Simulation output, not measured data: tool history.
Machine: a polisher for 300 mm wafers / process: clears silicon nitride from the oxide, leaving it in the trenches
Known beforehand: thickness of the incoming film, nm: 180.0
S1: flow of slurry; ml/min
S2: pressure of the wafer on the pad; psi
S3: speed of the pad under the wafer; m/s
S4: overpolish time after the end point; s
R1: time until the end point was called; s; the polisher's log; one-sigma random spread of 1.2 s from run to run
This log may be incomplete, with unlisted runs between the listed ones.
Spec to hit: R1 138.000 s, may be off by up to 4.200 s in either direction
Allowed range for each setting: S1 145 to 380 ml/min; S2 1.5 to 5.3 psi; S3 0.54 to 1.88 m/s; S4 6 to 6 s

| run | hour | S1 | S2 | S3 | S4 | R1 |
|---|---|---|---|---|---|---|
| 1 | 0.0 | 245 | 3.4 | 1.20 | 6 | 115.620 |
| 2 | 7.4 | 245 | 3.7 | 1.20 | 6 | 104.690 |
| 3 | 9.9 | 190 | 3.7 | 1.20 | 6 | 109.670 |
| 4 | 13.5 | 190 | 3.7 | 1.20 | 6 | 108.850 |
| 5 | 17.0 | 190 | 4.1 | 1.20 | 6 | 99.038 |
| 6 | 23.0 | 190 | 3.9 | 1.20 | 6 | 105.490 |
| 7 | 27.0 | 185 | 3.7 | 1.20 | 6 | 110.520 |
| 8 | 30.6 | 185 | 2.8 | 1.18 | 6 | 147.030 |

Pick the move, out of 5, that brings all results within their allowed miss; only one does.
| A | 34.2 | 145 | 3.9 | 0.88 | 6 | ? |
| B | 34.2 | 160 | 2.8 | 1.14 | 6 | ? |
| C | 34.2 | 160 | 2.7 | 1.26 | 6 | ? |
| D | 34.2 | 150 | 3.6 | 1.02 | 6 | ? |
| E | 34.2 | 220 | 2.6 | 1.18 | 6 | ? |

| move | R1 |
|---|---|
| A | 147.690 |
| B | 155.350 |
| C | 146.010 |
| D | 137.470 |
| E | 153.060 |
A: lands further from the targets than the last run did
B: lands further from the targets than the last run did
C: closer than the last run, but not yet in spec
D: hits every target within its allowed miss
E: lands further from the targets than the last run did
Go with D: it meets all targets.

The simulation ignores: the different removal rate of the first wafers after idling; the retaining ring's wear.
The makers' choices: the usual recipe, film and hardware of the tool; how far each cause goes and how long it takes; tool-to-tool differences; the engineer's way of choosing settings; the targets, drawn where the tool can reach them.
